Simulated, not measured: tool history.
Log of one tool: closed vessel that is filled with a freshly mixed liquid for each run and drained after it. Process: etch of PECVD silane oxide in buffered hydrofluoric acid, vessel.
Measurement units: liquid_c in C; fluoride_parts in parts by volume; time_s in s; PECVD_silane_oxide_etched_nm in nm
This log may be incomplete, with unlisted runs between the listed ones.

run	hour	liquid_c	fluoride_parts	time_s	PECVD_silane_oxide_etched_nm
1	0.0	24.0	19.0	100	166.10
2	5.7	23.0	19.0	100	157.58
3	13.5	23.0	19.0	105	166.46
4	14.1	23.0	14.0	105	222.09
5	19.2	23.0	11.0	105	281.88
6	22.7	23.0	11.0	100	270.45
7	31.1	22.0	12.0	100	234.78
8	34.3	21.0	13.0	100	204.45
9	38.2	20.5	13.5	100	191.84

Estimate the outcome of run 10 from the log above:
10	39.0	20.0	14.0	100	?

Run 10 came out at PECVD_silane_oxide_etched_nm 179.39 nm.

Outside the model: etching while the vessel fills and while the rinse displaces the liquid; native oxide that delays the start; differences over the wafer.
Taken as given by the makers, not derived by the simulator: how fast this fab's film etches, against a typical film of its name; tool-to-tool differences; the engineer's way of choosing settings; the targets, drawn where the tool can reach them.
